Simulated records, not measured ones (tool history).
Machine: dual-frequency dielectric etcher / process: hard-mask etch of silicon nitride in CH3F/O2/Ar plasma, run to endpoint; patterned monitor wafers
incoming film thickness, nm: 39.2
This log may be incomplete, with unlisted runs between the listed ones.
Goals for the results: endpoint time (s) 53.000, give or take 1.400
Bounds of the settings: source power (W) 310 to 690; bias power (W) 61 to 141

{"run": 1, "hour": 0.0, "source power (W)": 500, "bias power (W)": 101, "endpoint time (s)": 45.658}
{"run": 2, "hour": 2.3, "source power (W)": 500, "bias power (W)": 117, "endpoint time (s)": 43.232}
{"run": 3, "hour": 7.0, "source power (W)": 500, "bias power (W)": 101, "endpoint time (s)": 45.712}
{"run": 4, "hour": 10.6, "source power (W)": 460, "bias power (W)": 101, "endpoint time (s)": 47.528}
{"run": 5, "hour": 13.8, "source power (W)": 440, "bias power (W)": 100, "endpoint time (s)": 48.1}
{"run": 6, "hour": 20.6, "source power (W)": 420, "bias power (W)": 98, "endpoint time (s)": 49.738}
{"run": 7, "hour": 22.7, "source power (W)": 410, "bias power (W)": 97, "endpoint time (s)": 50.804}
{"run": 8, "hour": 30.4, "source power (W)": 400, "bias power (W)": 97, "endpoint time (s)": 50.956}
{"run": 9, "hour": 35.6, "source power (W)": 400, "bias power (W)": 97, "endpoint time (s)": 50.864}
{"run": 10, "hour": 36.9, "source power (W)": 350, "bias power (W)": 93, "endpoint time (s)": 55.01}

Which one of the following 5 next-run settings gets every result inside its allowed miss? There is exactly one.
{"run": "A", "hour": 38.2, "source power (W)": 360, "bias power (W)": 77, "endpoint time (s)": "?"}
{"run": "B", "hour": 38.2, "source power (W)": 350, "bias power (W)": 86, "endpoint time (s)": "?"}
{"run": "C", "hour": 38.2, "source power (W)": 310, "bias power (W)": 99, "endpoint time (s)": "?"}
{"run": "D", "hour": 38.2, "source power (W)": 320, "bias power (W)": 90, "endpoint time (s)": "?"}
{"run": "E", "hour": 38.2, "source power (W)": 430, "bias power (W)": 82, "endpoint time (s)": "?"}

move=A endpoint_time_(s)=58.604
move=B endpoint_time_(s)=56.875
move=C endpoint_time_(s)=56.909
move=D endpoint_time_(s)=58.242
move=E endpoint_time_(s)=52.771
A: misses by more than the last run did
B: misses by more than the last run did
C: misses by more than the last run did
D: misses by more than the last run did
E: every result lands within tolerance
E is the move that brings every result within its allowed miss.
